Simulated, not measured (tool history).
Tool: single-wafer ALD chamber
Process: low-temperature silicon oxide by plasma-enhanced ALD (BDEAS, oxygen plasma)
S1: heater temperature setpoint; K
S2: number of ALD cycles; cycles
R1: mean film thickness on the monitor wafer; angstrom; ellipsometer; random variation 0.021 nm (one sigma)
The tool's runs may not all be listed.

run	hour	S1	S2	R1
1	0.0	363.15	32	49.248
2	0.9	363.15	28	43.190
3	9.4	357.15	28	44.074
4	17.8	347.15	28	45.647
# hour 24.4: thermocouple changed; heater temperature recalibrated
5	24.4	352.15	28	44.425
6	26.3	353.15	27	42.742
7	34.4	354.15	27	42.353
8	39.9	355.15	27	42.586
9	45.1	356.15	27	42.561
10	46.2	357.15	27	42.552
11	47.6	358.15	27	41.968
12	54.8	358.15	27	42.053

Forecast run 13:
13	55.4	359.15	27	?

{"run 13": {"R1": 42.234}}
